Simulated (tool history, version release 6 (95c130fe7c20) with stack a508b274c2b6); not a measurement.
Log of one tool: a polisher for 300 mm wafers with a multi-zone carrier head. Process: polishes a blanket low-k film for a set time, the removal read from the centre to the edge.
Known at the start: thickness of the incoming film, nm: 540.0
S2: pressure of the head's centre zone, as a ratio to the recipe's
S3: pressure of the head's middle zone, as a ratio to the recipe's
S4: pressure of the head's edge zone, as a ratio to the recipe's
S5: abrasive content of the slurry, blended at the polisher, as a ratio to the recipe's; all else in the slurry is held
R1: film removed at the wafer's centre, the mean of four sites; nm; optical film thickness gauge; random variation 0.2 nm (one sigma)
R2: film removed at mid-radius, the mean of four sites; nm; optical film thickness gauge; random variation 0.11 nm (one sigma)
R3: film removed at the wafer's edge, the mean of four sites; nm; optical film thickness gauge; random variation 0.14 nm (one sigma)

run 1 hour=0 | flow_of_slurry_(ml/min)=160 S2=1 S3=1 S4=1 S5=1 polishing_time_(s)=37 | R1=13.707 R2=13.825 R3=14.014
run 2 hour=7.7 | flow_of_slurry_(ml/min)=160 S2=1 S3=0.96 S4=1 S5=1 polishing_time_(s)=37 | R1=13.945 R2=13.281 R3=14.075
run 3 hour=13.9 | flow_of_slurry_(ml/min)=195 S2=1 S3=0.96 S4=1 S5=1 polishing_time_(s)=37 | R1=14.438 R2=13.759 R3=14.302
run 4 hour=15.2 | flow_of_slurry_(ml/min)=195 S2=1.01 S3=0.95 S4=0.98 S5=0.95 polishing_time_(s)=37 | R1=13.836 R2=13.28 R3=13.599
run 5 hour=20.5 | flow_of_slurry_(ml/min)=195 S2=1.03 S3=0.93 S4=0.96 S5=0.95 polishing_time_(s)=37 | R1=14.536 R2=13.088 R3=13.335
run 6 hour=27.8 | flow_of_slurry_(ml/min)=195 S2=1.03 S3=0.93 S4=0.96 S5=1.1 polishing_time_(s)=37 | R1=15.467 R2=14.19 R3=14.403
run 7 hour=28.6 | flow_of_slurry_(ml/min)=190 S2=1.04 S3=0.91 S4=0.95 S5=1.05 polishing_time_(s)=37 | R1=15.35 R2=13.414 R3=14.483
run 8 hour=36.6 | flow_of_slurry_(ml/min)=190 S2=1.04 S3=0.91 S4=0.95 S5=1.05 polishing_time_(s)=37 | R1=15.278 R2=13.753 R3=14.098
run 9 hour=40.7 | flow_of_slurry_(ml/min)=190 S2=1.04 S3=0.91 S4=0.95 S5=1.05 polishing_time_(s)=37 | R1=15.322 R2=13.268 R3=14.198
run 10 hour=45.8 | flow_of_slurry_(ml/min)=190 S2=1.05 S3=0.9 S4=0.94 S5=1 polishing_time_(s)=37 | R1=14.95 R2=13.02 R3=13.612
run 11 hour=53.4 | flow_of_slurry_(ml/min)=185 S2=1.06 S3=0.89 S4=0.93 S5=1 polishing_time_(s)=37 | R1=14.818 R2=12.605 R3=13.69
run 12 hour=56.9 | flow_of_slurry_(ml/min)=185 S2=1.07 S3=0.89 S4=0.92 S5=1 polishing_time_(s)=37 | R1=15.271 R2=12.608 R3=13.445
run 13 hour=63.5 | flow_of_slurry_(ml/min)=180 S2=1.07 S3=0.89 S4=0.91 S5=1 polishing_time_(s)=37 | R1=15.606 R2=12.862 R3=13.436
-- hour=70.7 edge zone pressure recalibrated
run 14 hour=70.7 | flow_of_slurry_(ml/min)=180 S2=1.07 S3=0.88 S4=0.9 S5=1 polishing_time_(s)=37 | R1=15.151 R2=12.524 R3=13.064
run 15 hour=77.7 | flow_of_slurry_(ml/min)=175 S2=1.07 S3=0.87 S4=0.89 S5=1 polishing_time_(s)=37 | R1=15.222 R2=12.402 R3=13.171
run 16 hour=85.1 | flow_of_slurry_(ml/min)=175 S2=1.07 S3=0.86 S4=0.88 S5=1 polishing_time_(s)=37 | R1=15.107 R2=12.392 R3=13.172
run 17 hour=88.2 | flow_of_slurry_(ml/min)=175 S2=1.07 S3=0.86 S4=0.87 S5=1 polishing_time_(s)=37 | R1=15.06 R2=12.208 R3=12.965

The next listed run, before its measurement:
run 18 hour=89.8 | flow_of_slurry_(ml/min)=175 S2=1.07 S3=0.86 S4=0.86 S5=1 polishing_time_(s)=37 | R1=? R2=? R3=?

{"run 18": {"R1": 14.911, "R2": 12.423, "R3": 13.063}}
